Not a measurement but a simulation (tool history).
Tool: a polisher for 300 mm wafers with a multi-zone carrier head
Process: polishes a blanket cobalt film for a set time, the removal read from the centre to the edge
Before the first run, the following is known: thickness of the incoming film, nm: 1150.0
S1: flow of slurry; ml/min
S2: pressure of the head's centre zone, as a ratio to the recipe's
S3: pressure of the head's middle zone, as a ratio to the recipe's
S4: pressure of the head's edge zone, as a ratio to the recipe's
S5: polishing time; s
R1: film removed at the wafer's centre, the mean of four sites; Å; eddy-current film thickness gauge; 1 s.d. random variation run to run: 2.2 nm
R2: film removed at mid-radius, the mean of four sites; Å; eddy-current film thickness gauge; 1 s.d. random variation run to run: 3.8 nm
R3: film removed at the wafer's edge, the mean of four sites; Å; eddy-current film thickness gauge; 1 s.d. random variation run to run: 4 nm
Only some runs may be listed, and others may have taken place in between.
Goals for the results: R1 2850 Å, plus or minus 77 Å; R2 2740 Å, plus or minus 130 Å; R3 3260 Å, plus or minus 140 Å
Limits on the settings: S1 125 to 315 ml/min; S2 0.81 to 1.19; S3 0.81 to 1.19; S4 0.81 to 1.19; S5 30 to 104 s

run,day,S1,S2,S3,S4,S5,R1,R2,R3
1,0,205,1,1,1,67,4394.1,4246.2,4354
2,0.312,200,0.98,0.98,1,65,4262.5,4095.1,4238.7
3,0.392,175,0.98,0.98,1,65,4102.8,4060.4,4248.5
4,0.529,175,0.98,0.98,1,72,4484,4427.7,4658.5
5,0.767,170,0.97,0.96,1,69,4258.4,4185.3,4485
6,0.854,170,0.96,0.95,1,66,4034.6,3941,4278.7
7,1.004,170,0.95,0.94,0.99,64,3885.9,3838.2,4132.9
8,1.296,170,0.94,0.93,0.99,62,3760.6,3677.5,4028.2
9,1.379,170,0.94,0.93,0.99,62,3716.2,3714.8,3979.3
10,1.467,145,0.87,0.83,0.98,47,2514.4,2476.2,2887.5

Next run, 4 choices. One meets every target within its allowed miss, the rest don't. Which?
A,1.554,125,0.95,0.81,1.08,51,?,?,?
B,1.554,160,0.85,0.81,0.88,53,?,?,?
C,1.554,125,0.87,0.86,0.98,53,?,?,?
D,1.554,145,0.85,0.81,1.09,54,?,?,?

move,R1,R2,R3
A,2848.5,2519,3242.5
B,2834.1,2782.7,3245
C,2709.9,2745.4,3237.2
D,2816.9,2773.2,3541.5
A: corrects the largest miss of the last run, while another result sits out of spec
B: all results in spec
C: closes in on the targets versus the last run, not all within tolerance yet
D: corrects the largest miss of the last run, while another result sits out of spec
Go with B: it meets all targets.

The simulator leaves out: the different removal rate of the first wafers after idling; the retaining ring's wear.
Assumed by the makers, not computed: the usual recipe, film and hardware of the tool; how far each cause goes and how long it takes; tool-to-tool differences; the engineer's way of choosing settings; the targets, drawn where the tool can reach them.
